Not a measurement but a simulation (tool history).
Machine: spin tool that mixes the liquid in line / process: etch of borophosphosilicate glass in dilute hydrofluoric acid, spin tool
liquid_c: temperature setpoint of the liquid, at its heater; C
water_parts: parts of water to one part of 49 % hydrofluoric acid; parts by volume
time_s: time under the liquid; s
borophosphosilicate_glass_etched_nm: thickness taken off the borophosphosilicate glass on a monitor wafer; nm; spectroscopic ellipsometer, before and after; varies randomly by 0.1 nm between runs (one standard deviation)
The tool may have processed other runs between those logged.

run,hour,liquid_c,water_parts,time_s,borophosphosilicate_glass_etched_nm
1,0.0,25.0,295,60,9.0634
2,6.7,26.0,295,60,9.4874
3,14.8,26.5,295,60,9.7340
4,17.0,26.5,295,60,9.7946
5,21.0,26.5,295,60,9.7429
6,21.9,26.5,385,60,6.7041
7,28.7,27.0,375,60,7.1393
8,31.7,27.5,365,60,7.6532
9,38.2,31.5,290,60,11.7340

Run 10 has not been measured yet. What should we expect?
# hour 44.5: hydrofluoric acid flow meter replaced
10,44.5,32.0,290,60,?

{"run 10": {"borophosphosilicate_glass_etched_nm": 10.767}}
